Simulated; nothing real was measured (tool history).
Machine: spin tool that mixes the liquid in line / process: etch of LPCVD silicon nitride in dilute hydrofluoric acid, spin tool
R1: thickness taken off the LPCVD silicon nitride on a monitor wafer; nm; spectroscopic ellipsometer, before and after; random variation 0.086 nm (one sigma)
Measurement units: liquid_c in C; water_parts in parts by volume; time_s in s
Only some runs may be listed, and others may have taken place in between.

{"run": 1, "day": 0.0, "liquid_c": 23.0, "water_parts": 50, "time_s": 285, "R1": 2.3819}
{"run": 2, "day": 0.058, "liquid_c": 23.0, "water_parts": 50, "time_s": 305, "R1": 2.513}
{"run": 3, "day": 0.129, "liquid_c": 25.0, "water_parts": 45, "time_s": 305, "R1": 3.2687}
{"run": 4, "day": 0.325, "liquid_c": 25.0, "water_parts": 35, "time_s": 305, "R1": 4.0784}
{"run": 5, "day": 0.388, "liquid_c": 25.5, "water_parts": 35, "time_s": 305, "R1": 4.3616}
{"run": 6, "day": 0.471, "liquid_c": 26.0, "water_parts": 35, "time_s": 305, "R1": 4.4724}

Forecast run 7:
{"run": 7, "day": 0.6, "liquid_c": 26.5, "water_parts": 35, "time_s": 305, "R1": "?"}

Run 7 gave R1 4.4588 nm.
